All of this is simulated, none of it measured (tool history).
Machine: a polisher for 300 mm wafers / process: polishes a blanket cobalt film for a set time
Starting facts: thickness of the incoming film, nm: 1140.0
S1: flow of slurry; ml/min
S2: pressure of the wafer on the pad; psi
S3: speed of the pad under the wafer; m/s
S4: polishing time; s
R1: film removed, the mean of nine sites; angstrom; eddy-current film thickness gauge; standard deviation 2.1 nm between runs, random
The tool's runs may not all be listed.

run,hour,S1,S2,S3,S4,R1
1,0,250,1.7,0.76,72,2002.2
2,6.9,250,1.6,0.76,72,1935.5
3,13.3,250,1.6,0.76,75,1954.8
4,19.2,250,1.5,0.76,75,1913.5
5,26.4,250,1.4,0.76,75,1833.3
6,31.6,290,1.4,0.76,75,1869.7

Forecast run 7:
7,38.8,290,1.3,0.76,75,?

Run 7 came out at R1 1766 angstrom.
